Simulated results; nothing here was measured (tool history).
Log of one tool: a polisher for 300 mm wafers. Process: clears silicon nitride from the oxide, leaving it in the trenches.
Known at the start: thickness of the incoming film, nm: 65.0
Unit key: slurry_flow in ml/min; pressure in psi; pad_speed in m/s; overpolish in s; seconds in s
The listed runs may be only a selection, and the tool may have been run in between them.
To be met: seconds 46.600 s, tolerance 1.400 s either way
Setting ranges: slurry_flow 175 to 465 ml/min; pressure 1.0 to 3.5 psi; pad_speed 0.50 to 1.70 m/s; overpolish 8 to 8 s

run 1 hour=0.0 | slurry_flow=295 pressure=2.2 pad_speed=1.10 overpolish=8 | seconds=70.330
run 2 hour=4.9 | slurry_flow=295 pressure=2.4 pad_speed=1.10 overpolish=8 | seconds=64.838
run 3 hour=8.5 | slurry_flow=295 pressure=2.4 pad_speed=0.90 overpolish=8 | seconds=77.428
run 4 hour=12.0 | slurry_flow=295 pressure=2.4 pad_speed=0.78 overpolish=8 | seconds=89.503
run 5 hour=13.7 | slurry_flow=295 pressure=2.4 pad_speed=0.78 overpolish=8 | seconds=91.678
run 6 hour=17.5 | slurry_flow=295 pressure=2.6 pad_speed=0.82 overpolish=8 | seconds=77.685
run 7 hour=24.8 | slurry_flow=295 pressure=2.8 pad_speed=0.84 overpolish=8 | seconds=72.367
run 8 hour=26.2 | slurry_flow=295 pressure=3.0 pad_speed=0.88 overpolish=8 | seconds=64.150
run 9 hour=34.3 | slurry_flow=295 pressure=3.1 pad_speed=0.90 overpolish=8 | seconds=60.738
run 10 hour=41.1 | slurry_flow=295 pressure=3.1 pad_speed=0.90 overpolish=8 | seconds=60.494
run 11 hour=49.2 | slurry_flow=295 pressure=3.2 pad_speed=0.92 overpolish=8 | seconds=57.848
run 12 hour=52.9 | slurry_flow=295 pressure=3.3 pad_speed=0.94 overpolish=8 | seconds=55.001
run 13 hour=59.7 | slurry_flow=295 pressure=3.3 pad_speed=0.96 overpolish=8 | seconds=54.693
run 14 hour=65.2 | slurry_flow=295 pressure=3.3 pad_speed=0.98 overpolish=8 | seconds=52.519
run 15 hour=70.4 | slurry_flow=295 pressure=3.3 pad_speed=0.98 overpolish=8 | seconds=52.454
run 16 hour=72.6 | slurry_flow=300 pressure=3.4 pad_speed=1.00 overpolish=8 | seconds=49.980

5 candidate next runs follow, results not yet known. Just one meets every target within its allowed miss. Identify it.
run A hour=74.8 | slurry_flow=300 pressure=3.3 pad_speed=1.10 overpolish=8 | seconds=?
run B hour=74.8 | slurry_flow=325 pressure=3.1 pad_speed=1.04 overpolish=8 | seconds=?
run C hour=74.8 | slurry_flow=240 pressure=3.1 pad_speed=1.06 overpolish=8 | seconds=?
run D hour=74.8 | slurry_flow=270 pressure=3.3 pad_speed=1.02 overpolish=8 | seconds=?
run E hour=74.8 | slurry_flow=305 pressure=3.4 pad_speed=0.94 overpolish=8 | seconds=?

move=A seconds=47.197
move=B seconds=52.580
move=C seconds=53.340
move=D seconds=51.345
move=E seconds=53.279
A: in spec on every target
B: the biggest miss grows against the last run
C: the biggest miss grows against the last run
D: the biggest miss grows against the last run
E: the biggest miss grows against the last run
The move that meets every target is A.
